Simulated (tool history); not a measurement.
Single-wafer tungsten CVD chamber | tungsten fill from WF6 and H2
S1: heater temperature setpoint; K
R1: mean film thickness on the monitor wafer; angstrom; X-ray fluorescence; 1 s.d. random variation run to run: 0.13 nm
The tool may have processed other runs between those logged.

{"run": 1, "hour": 0.0, "S1": 658.15, "chamber pressure (Torr)": 48.9, "deposition time (s)": 13, "R1": 351.15}
{"run": 2, "hour": 7.3, "S1": 663.15, "chamber pressure (Torr)": 49.2, "deposition time (s)": 13, "R1": 388.58}
{"run": 3, "hour": 9.5, "S1": 667.15, "chamber pressure (Torr)": 49.4, "deposition time (s)": 13, "R1": 420.71}
{"run": 4, "hour": 17.9, "S1": 667.15, "chamber pressure (Torr)": 49.4, "deposition time (s)": 12.4, "R1": 399.31}
{"run": 5, "hour": 22.7, "S1": 671.15, "chamber pressure (Torr)": 49.6, "deposition time (s)": 12.4, "R1": 433.74}
{"run": 6, "hour": 29.0, "S1": 671.15, "chamber pressure (Torr)": 49.6, "deposition time (s)": 12.4, "R1": 432.78}
{"run": 7, "hour": 30.7, "S1": 673.15, "chamber pressure (Torr)": 49.7, "deposition time (s)": 12.4, "R1": 447.8}
{"run": 8, "hour": 35.9, "S1": 675.15, "chamber pressure (Torr)": 49.8, "deposition time (s)": 12.4, "R1": 465.77}

Run 9 comes next. What will it give?
{"run": 9, "hour": 44.0, "S1": 676.15, "chamber pressure (Torr)": 49.9, "deposition time (s)": 12.4, "R1": "?"}

Run 9 gave R1 474.78 angstrom.
